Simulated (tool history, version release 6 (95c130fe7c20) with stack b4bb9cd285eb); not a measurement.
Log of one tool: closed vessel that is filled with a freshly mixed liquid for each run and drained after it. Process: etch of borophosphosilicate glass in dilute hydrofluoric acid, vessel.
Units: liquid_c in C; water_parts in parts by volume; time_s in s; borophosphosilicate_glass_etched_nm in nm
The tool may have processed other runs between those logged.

run    day  liquid_c  water_parts  time_s  borophosphosilicate_glass_etched_nm
  1  0.000      20.0          135     115                               43.437
  2  0.304      22.0          105     115                               62.191
  3  0.433      23.5           85     115                               83.908
  4  0.575      24.5           75     115                              101.190
  5  0.875      25.5           65     115                              122.380
  6  1.262      24.5           65     115                              117.770
  7  1.617      25.5           60     115                              133.850
  8  1.838      26.0           60     115                              136.350
  9  2.112      26.5           60     115                              139.370
 10  2.221      27.0           60     115                              140.940
 11  2.296      27.0           55     115                              157.710

For run 12, what comes out?
 12  2.442      27.5           55     115                                    ?

borophosphosilicate_glass_etched_nm: 158.470 nm

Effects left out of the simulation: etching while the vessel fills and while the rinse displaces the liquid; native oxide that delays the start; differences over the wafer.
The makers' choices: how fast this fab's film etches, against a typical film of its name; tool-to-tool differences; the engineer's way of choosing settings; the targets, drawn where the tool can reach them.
